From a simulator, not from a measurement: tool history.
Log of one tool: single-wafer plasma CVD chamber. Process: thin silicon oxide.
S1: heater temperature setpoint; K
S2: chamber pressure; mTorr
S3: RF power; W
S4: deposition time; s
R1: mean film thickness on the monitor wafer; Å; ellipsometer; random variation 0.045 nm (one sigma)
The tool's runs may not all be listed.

run 1 day=0 | S1=693.15 S2=813 S3=215 S4=7.8 | R1=118.19
run 2 day=0.071 | S1=688.15 S2=813 S3=215 S4=7.8 | R1=117.89
run 3 day=0.433 | S1=677.15 S2=813 S3=215 S4=7.8 | R1=119.4
run 4 day=0.754 | S1=677.15 S2=792 S3=215 S4=7.8 | R1=116.37
run 5 day=1.038 | S1=677.15 S2=779 S3=215 S4=7.8 | R1=115.34
run 6 day=1.146 | S1=677.15 S2=902 S3=215 S4=7.8 | R1=127.43
run 7 day=1.362 | S1=677.15 S2=848 S3=215 S4=7.8 | R1=123.1

Forecast run 8:
run 8 day=1.575 | S1=677.15 S2=812 S3=215 S4=7.8 | R1=?

Run 8 gave R1 119.05 Å.
